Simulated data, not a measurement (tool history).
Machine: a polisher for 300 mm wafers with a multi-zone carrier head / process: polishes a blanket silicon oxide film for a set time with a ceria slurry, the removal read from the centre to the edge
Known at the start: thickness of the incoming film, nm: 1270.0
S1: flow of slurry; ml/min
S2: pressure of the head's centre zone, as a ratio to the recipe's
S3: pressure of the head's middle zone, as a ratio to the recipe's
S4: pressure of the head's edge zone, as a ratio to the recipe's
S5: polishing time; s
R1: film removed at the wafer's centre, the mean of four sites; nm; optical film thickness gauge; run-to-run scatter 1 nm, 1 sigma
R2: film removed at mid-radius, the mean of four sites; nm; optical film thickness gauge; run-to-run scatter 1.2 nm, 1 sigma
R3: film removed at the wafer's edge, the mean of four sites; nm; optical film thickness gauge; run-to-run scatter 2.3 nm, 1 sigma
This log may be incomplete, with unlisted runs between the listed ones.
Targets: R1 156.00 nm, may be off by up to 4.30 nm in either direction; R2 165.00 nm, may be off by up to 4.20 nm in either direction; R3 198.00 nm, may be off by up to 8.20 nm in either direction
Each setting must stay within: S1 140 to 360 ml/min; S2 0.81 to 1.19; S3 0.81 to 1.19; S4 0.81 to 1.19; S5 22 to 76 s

run 1 hour=0.0 | S1=230 S2=1.00 S3=1.00 S4=1.00 S5=49 | R1=143.46 R2=145.46 R3=151.06
run 2 hour=4.5 | S1=235 S2=0.99 S3=1.00 S4=1.02 S5=50 | R1=143.48 R2=149.32 R3=150.88
run 3 hour=11.1 | S1=200 S2=0.99 S3=1.00 S4=1.02 S5=50 | R1=144.11 R2=147.39 R3=149.16
run 4 hour=19.6 | S1=255 S2=0.99 S3=1.00 S4=1.02 S5=50 | R1=146.62 R2=150.94 R3=154.32
run 5 hour=25.2 | S1=255 S2=0.99 S3=0.96 S4=1.02 S5=50 | R1=147.37 R2=144.67 R3=155.49
run 6 hour=33.0 | S1=265 S2=0.97 S3=0.95 S4=1.03 S5=51 | R1=147.48 R2=146.16 R3=156.47
run 7 hour=37.2 | S1=275 S2=0.95 S3=0.94 S4=1.05 S5=52 | R1=147.70 R2=150.41 R3=166.91
run 8 hour=40.8 | S1=275 S2=0.95 S3=0.94 S4=1.05 S5=52 | R1=148.77 R2=148.90 R3=164.95

5 next moves are on the table. One of them brings every result within its allowed miss. Which?
run A hour=44.4 | S1=285 S2=0.92 S3=0.87 S4=1.11 S5=61 | R1=? R2=? R3=?
run B hour=44.4 | S1=295 S2=0.85 S3=0.94 S4=1.10 S5=61 | R1=? R2=? R3=?
run C hour=44.4 | S1=335 S2=0.82 S3=0.81 S4=1.08 S5=67 | R1=? R2=? R3=?
run D hour=44.4 | S1=290 S2=0.88 S3=0.90 S4=1.17 S5=59 | R1=? R2=? R3=?
run E hour=44.4 | S1=325 S2=0.85 S3=0.82 S4=1.19 S5=63 | R1=? R2=? R3=?

move=A R1=167.75 R2=164.24 R3=197.49
move=B R1=155.53 R2=175.79 R3=196.92
move=C R1=166.68 R2=172.75 R3=216.59
move=D R1=155.46 R2=163.67 R3=196.33
move=E R1=162.06 R2=163.59 R3=213.40
A: brings the result that was furthest off to its target, and leaves another outside
B: brings the result that was furthest off to its target, and leaves another outside
C: pushes the last run's worst result past its target
D: meets every target
E: pushes the last run's worst result past its target
D meets every target.
